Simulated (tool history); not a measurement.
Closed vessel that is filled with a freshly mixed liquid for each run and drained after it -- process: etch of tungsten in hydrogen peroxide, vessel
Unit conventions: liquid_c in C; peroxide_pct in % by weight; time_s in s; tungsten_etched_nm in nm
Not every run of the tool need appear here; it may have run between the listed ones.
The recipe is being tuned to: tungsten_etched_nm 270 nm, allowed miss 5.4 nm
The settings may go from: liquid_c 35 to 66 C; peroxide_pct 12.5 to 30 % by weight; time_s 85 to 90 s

Run 1, hour 0: liquid_c 51 C, peroxide_pct 23.5 % by weight, time_s 85 s. Result: tungsten_etched_nm 222.31 nm.
Run 2, hour 3.9: liquid_c 51.5 C, peroxide_pct 23.5 % by weight, time_s 85 s. Result: tungsten_etched_nm 230.07 nm.
Run 3, hour 9.7: liquid_c 48.5 C, peroxide_pct 23.5 % by weight, time_s 85 s. Result: tungsten_etched_nm 188.72 nm.
Run 4, hour 17.5: liquid_c 48.5 C, peroxide_pct 26 % by weight, time_s 85 s. Result: tungsten_etched_nm 200.24 nm.
Run 5, hour 23.9: liquid_c 48.5 C, peroxide_pct 26 % by weight, time_s 90 s. Result: tungsten_etched_nm 211.77 nm.
Run 6, hour 30.3: liquid_c 48.5 C, peroxide_pct 21 % by weight, time_s 90 s. Result: tungsten_etched_nm 189.9 nm.
Run 7, hour 34.1: liquid_c 49.5 C, peroxide_pct 21 % by weight, time_s 90 s. Result: tungsten_etched_nm 203.37 nm.
Run 8, hour 40.3: liquid_c 50.5 C, peroxide_pct 21 % by weight, time_s 90 s. Result: tungsten_etched_nm 213.11 nm.
Run 9, hour 46.4: liquid_c 50.5 C, peroxide_pct 21 % by weight, time_s 90 s. Result: tungsten_etched_nm 215.25 nm.
Run 10, hour 48.7: liquid_c 51 C, peroxide_pct 21 % by weight, time_s 90 s. Result: tungsten_etched_nm 222.56 nm.
Run 11, hour 55.3: liquid_c 51.5 C, peroxide_pct 21 % by weight, time_s 90 s. Result: tungsten_etched_nm 229.9 nm.
Run 12, hour 58.8: liquid_c 52 C, peroxide_pct 21 % by weight, time_s 90 s. Result: tungsten_etched_nm 234.89 nm.
Run 13, hour 61.8: liquid_c 55 C, peroxide_pct 21 % by weight, time_s 90 s. Result: tungsten_etched_nm 280.29 nm.

Next run, 4 choices. One meets every target within its allowed miss, the rest don't. Which?
Run A, hour 64.8: liquid_c 56 C, peroxide_pct 19.5 % by weight, time_s 90 s. Result: tungsten_etched_nm ?.
Run B, hour 64.8: liquid_c 56 C, peroxide_pct 23 % by weight, time_s 85 s. Result: tungsten_etched_nm ?.
Run C, hour 64.8: liquid_c 55.5 C, peroxide_pct 20 % by weight, time_s 90 s. Result: tungsten_etched_nm ?.
Run D, hour 64.8: liquid_c 54 C, peroxide_pct 21.5 % by weight, time_s 90 s. Result: tungsten_etched_nm ?.

move  tungsten_etched_nm
   A              288.07
   B              295.47
   C              283.25
   D              268.66
A: its largest miss is bigger than the last run's
B: its largest miss is bigger than the last run's
C: its largest miss is bigger than the last run's
D: all results in spec
D meets every target.

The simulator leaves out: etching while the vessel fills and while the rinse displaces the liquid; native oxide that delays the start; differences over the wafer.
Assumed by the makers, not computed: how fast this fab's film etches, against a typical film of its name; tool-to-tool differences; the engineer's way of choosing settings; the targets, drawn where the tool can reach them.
